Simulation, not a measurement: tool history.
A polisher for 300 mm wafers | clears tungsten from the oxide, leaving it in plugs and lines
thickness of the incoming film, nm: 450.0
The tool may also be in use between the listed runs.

run  hour  flow of slurry (ml/min)  pressure of the wafer on the pad (psi)  speed of the pad under the wafer (m/s)  abrasive content of the slurry  overpolish time after the end point (s)  time until the end point was called (s)
  1     0                      170                                     4.3                                     1.1                               1                                        7                                   84.583
  2   3.9                      170                                     3.7                                    1.06                               1                                        7                                   101.54
  3   8.5                      170                                     3.7                                    0.92                               1                                        7                                   110.11
  4  11.5                      170                                     3.7                                    0.92                               1                                        7                                   118.44
  5  19.3                      210                                     3.7                                    0.92                               1                                        7                                   111.15
  6  27.7                      210                                     3.7                                    1.06                               1                                        7                                   96.636
  7  31.9                      210                                     3.2                                    1.02                               1                                        7                                    111.4
  8  37.3                      210                                     2.9                                    0.98                               1                                        7                                   124.59

The next listed run, before its measurement:
  9  38.5                      210                                     2.6                                    0.96                               1                                        7                                        ?

{"run 9": {"time until the end point was called (s)": 138.75}}
